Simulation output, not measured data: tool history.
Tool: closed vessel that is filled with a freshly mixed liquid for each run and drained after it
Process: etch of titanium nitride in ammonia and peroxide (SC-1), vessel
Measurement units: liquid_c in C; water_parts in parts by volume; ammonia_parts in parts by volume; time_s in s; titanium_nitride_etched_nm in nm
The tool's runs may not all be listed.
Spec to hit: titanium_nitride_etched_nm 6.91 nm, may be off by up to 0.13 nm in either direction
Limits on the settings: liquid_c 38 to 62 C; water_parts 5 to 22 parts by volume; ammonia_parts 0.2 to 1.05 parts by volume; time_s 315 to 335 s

{"run": 1, "hour": 0.0, "liquid_c": 46, "water_parts": 12.5, "ammonia_parts": 0.55, "time_s": 315, "titanium_nitride_etched_nm": 7.8463}
{"run": 2, "hour": 6.0, "liquid_c": 45.5, "water_parts": 12.5, "ammonia_parts": 0.55, "time_s": 315, "titanium_nitride_etched_nm": 7.6737}
{"run": 3, "hour": 12.9, "liquid_c": 45.5, "water_parts": 12.5, "ammonia_parts": 0.75, "time_s": 315, "titanium_nitride_etched_nm": 8.0824}
{"run": 4, "hour": 16.8, "liquid_c": 45.5, "water_parts": 10, "ammonia_parts": 0.75, "time_s": 315, "titanium_nitride_etched_nm": 8.9825}
{"run": 5, "hour": 19.7, "liquid_c": 45.5, "water_parts": 10, "ammonia_parts": 0.65, "time_s": 315, "titanium_nitride_etched_nm": 8.879}
{"run": 6, "hour": 26.7, "liquid_c": 49, "water_parts": 10, "ammonia_parts": 0.65, "time_s": 315, "titanium_nitride_etched_nm": 11.378}
{"run": 7, "hour": 34.9, "liquid_c": 48, "water_parts": 10, "ammonia_parts": 0.65, "time_s": 315, "titanium_nitride_etched_nm": 10.475}
{"run": 8, "hour": 39.1, "liquid_c": 47, "water_parts": 10, "ammonia_parts": 0.65, "time_s": 315, "titanium_nitride_etched_nm": 9.8469}
{"run": 9, "hour": 41.7, "liquid_c": 46, "water_parts": 10, "ammonia_parts": 0.65, "time_s": 315, "titanium_nitride_etched_nm": 9.2121}
{"run": 10, "hour": 43.0, "liquid_c": 41, "water_parts": 10, "ammonia_parts": 0.65, "time_s": 315, "titanium_nitride_etched_nm": 6.3961}
{"run": 11, "hour": 43.8, "liquid_c": 41.5, "water_parts": 10, "ammonia_parts": 0.65, "time_s": 315, "titanium_nitride_etched_nm": 6.5463}

4 next moves are on the table. One of them brings every result within its allowed miss. Which?
{"run": "A", "hour": 44.6, "liquid_c": 39, "water_parts": 8, "ammonia_parts": 0.65, "time_s": 315, "titanium_nitride_etched_nm": "?"}
{"run": "B", "hour": 44.6, "liquid_c": 43, "water_parts": 13, "ammonia_parts": 0.75, "time_s": 315, "titanium_nitride_etched_nm": "?"}
{"run": "C", "hour": 44.6, "liquid_c": 42.5, "water_parts": 13, "ammonia_parts": 0.85, "time_s": 315, "titanium_nitride_etched_nm": "?"}
{"run": "D", "hour": 44.6, "liquid_c": 41.5, "water_parts": 9.5, "ammonia_parts": 0.75, "time_s": 315, "titanium_nitride_etched_nm": "?"}

move=A titanium_nitride_etched_nm=6.1891
move=B titanium_nitride_etched_nm=6.631
move=C titanium_nitride_etched_nm=6.5292
move=D titanium_nitride_etched_nm=6.9906
A: the biggest miss grows against the last run
B: better than the last run, though not everything is in spec
C: just as far off the targets as the last run
D: all results land within tolerance of their targets
So the answer is move D, the one that meets all the targets.
